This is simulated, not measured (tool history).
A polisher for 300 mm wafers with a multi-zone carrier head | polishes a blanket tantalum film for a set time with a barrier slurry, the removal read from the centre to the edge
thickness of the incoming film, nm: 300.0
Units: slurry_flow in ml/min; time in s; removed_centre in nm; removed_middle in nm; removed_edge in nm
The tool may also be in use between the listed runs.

run,hour,slurry_flow,centre_zone,middle_zone,edge_zone,slurry_solids,time,removed_centre,removed_middle,removed_edge
1,0.0,125,1.00,1.00,1.00,1.00,62,96.397,95.578,98.343
2,2.8,125,1.00,1.00,1.00,0.80,62,85.973,88.301,91.703
3,11.8,125,1.00,0.94,1.00,0.80,62,88.167,83.921,90.715
4,16.4,125,0.95,0.94,1.00,0.80,62,81.513,82.983,87.298
5,20.5,125,0.95,0.94,1.00,0.80,51,67.328,67.787,73.433
6,27.4,125,0.96,0.91,0.95,0.75,48,64.186,61.105,65.564
7,31.7,120,0.96,0.89,0.93,0.70,47,58.791,56.597,62.401
8,33.5,125,0.98,0.87,0.90,0.65,45,56.726,51.813,54.979
9,38.8,120,0.99,0.86,0.89,0.65,45,57.266,50.810,56.423
10,41.8,120,0.99,0.85,0.88,0.60,45,53.293,47.439,53.771
11,46.6,120,1.00,0.84,0.86,0.60,45,54.444,47.649,52.932
12,47.5,120,1.00,0.83,0.85,0.60,45,54.047,46.175,52.749
13,54.2,120,1.00,0.83,0.84,0.60,45,54.474,46.119,52.844
14,56.7,105,1.03,0.86,0.81,0.50,44,47.394,41.120,44.012

The next listed run, before its measurement:
15,65.4,105,1.03,0.86,0.81,0.50,44,?,?,?

removed_centre: 47.816 nm
removed_middle: 41.407 nm
removed_edge: 45.169 nm

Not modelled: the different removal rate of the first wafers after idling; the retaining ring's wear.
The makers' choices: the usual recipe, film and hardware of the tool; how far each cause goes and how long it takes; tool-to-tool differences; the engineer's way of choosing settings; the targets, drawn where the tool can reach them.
